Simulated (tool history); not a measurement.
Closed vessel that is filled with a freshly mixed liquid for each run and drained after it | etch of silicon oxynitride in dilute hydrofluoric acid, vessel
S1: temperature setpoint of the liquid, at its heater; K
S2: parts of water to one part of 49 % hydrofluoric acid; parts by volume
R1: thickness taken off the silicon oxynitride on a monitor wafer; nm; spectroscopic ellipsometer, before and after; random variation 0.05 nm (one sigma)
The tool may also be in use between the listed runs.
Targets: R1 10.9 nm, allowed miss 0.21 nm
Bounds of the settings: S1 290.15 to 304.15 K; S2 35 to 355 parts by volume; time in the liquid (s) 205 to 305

{"run": 1, "hour": 0.0, "S1": 296.15, "S2": 195, "time in the liquid (s)": 305, "R1": 2.5819}
{"run": 2, "hour": 7.0, "S1": 298.15, "S2": 160, "time in the liquid (s)": 305, "R1": 3.534}
{"run": 3, "hour": 9.8, "S1": 295.15, "S2": 160, "time in the liquid (s)": 305, "R1": 3.0906}
{"run": 4, "hour": 12.4, "S1": 297.15, "S2": 130, "time in the liquid (s)": 305, "R1": 4.2378}
{"run": 5, "hour": 16.7, "S1": 298.65, "S2": 110, "time in the liquid (s)": 305, "R1": 5.4503}
{"run": 6, "hour": 18.3, "S1": 299.65, "S2": 100, "time in the liquid (s)": 305, "R1": 6.3529}
{"run": 7, "hour": 23.8, "S1": 303.65, "S2": 50, "time in the liquid (s)": 305, "R1": 16.232}
{"run": 8, "hour": 25.8, "S1": 299.65, "S2": 50, "time in the liquid (s)": 305, "R1": 13.307}
{"run": 9, "hour": 33.5, "S1": 298.65, "S2": 50, "time in the liquid (s)": 305, "R1": 12.765}
{"run": 10, "hour": 38.7, "S1": 297.65, "S2": 50, "time in the liquid (s)": 305, "R1": 12.202}
{"run": 11, "hour": 47.3, "S1": 296.65, "S2": 50, "time in the liquid (s)": 305, "R1": 11.529}
{"run": 12, "hour": 48.6, "S1": 296.15, "S2": 50, "time in the liquid (s)": 305, "R1": 11.216}

Which of these 4 next moves meets every target?
{"run": "A", "hour": 49.9, "S1": 294.15, "S2": 35, "time in the liquid (s)": 225, "R1": "?"}
{"run": "B", "hour": 49.9, "S1": 293.65, "S2": 35, "time in the liquid (s)": 245, "R1": "?"}
{"run": "C", "hour": 49.9, "S1": 294.15, "S2": 35, "time in the liquid (s)": 240, "R1": "?"}
{"run": "D", "hour": 49.9, "S1": 295.65, "S2": 35, "time in the liquid (s)": 220, "R1": "?"}

move=A R1=10.803
move=B R1=11.47
move=C R1=11.523
move=D R1=11.388
A: meets every target
B: further off than the last run
C: further off than the last run
D: further off than the last run
Answer: A
